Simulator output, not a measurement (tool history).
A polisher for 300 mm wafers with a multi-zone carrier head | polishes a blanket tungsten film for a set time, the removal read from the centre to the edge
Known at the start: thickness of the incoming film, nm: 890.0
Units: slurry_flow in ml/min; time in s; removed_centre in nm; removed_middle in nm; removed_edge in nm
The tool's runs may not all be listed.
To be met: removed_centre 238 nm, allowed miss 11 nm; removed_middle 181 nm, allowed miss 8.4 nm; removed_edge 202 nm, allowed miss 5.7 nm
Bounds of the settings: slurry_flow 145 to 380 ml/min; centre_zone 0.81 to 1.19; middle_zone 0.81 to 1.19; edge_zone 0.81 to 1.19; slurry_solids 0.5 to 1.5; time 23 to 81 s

run    day  slurry_flow  centre_zone  middle_zone  edge_zone  slurry_solids  time  removed_centre  removed_middle  removed_edge
  1      0          245            1            1          1              1    52          212.61          218.52        219.13
  2  0.138          245         1.07            1          1              1    52          225.77           207.9        216.94
  3  0.342          240         1.09         0.99       0.99              1    52          226.11          210.53        214.03
  4  0.458          250         1.11         0.96       0.98              1    52          227.25          209.74        216.77
  5    0.8          250         1.11         0.96       0.98              1    57          260.11          224.95        235.39
  6  0.971          240         1.13         0.93       0.97            0.9    57          248.37          214.11        228.94
  7  1.217          235         1.14          0.9       0.94            0.9    57          253.14          206.22        222.35
  8  1.404          235         1.14          0.9       0.94            0.9    57          254.33          206.85        224.58
  9  1.658          230         1.14         0.89       0.92           0.85    57          255.62          205.12        217.51
 10  1.792          225         1.14         0.87       0.92            0.8    57           247.9          196.73        214.03
 11  1.933          220         1.14         0.86       0.91            0.8    57          242.16          195.15        210.41
 12  2.138          215         1.15         0.85       0.91            0.8    57          250.06          190.54        211.33

4 next moves are on the table. One of them brings every result within its allowed miss. Which?
  A  2.342          265         1.19         0.89       0.91           0.75    52               ?               ?             ?
  B  2.342          170         1.15         0.83       0.88           0.85    56               ?               ?             ?
  C  2.342          190         1.19         0.86       0.81           0.85    53               ?               ?             ?
  D  2.342          145         1.19         0.81       0.84           0.85    55               ?               ?             ?

move  removed_centre  removed_middle  removed_edge
   A          230.37          180.43         192.4
   B          233.23          179.26        202.28
   C          231.88          177.41        186.58
   D          229.85          168.34        191.12
A: takes the result that was furthest off past its target
B: meets every target
C: takes the result that was furthest off past its target
D: takes the result that was furthest off past its target
Answer: B
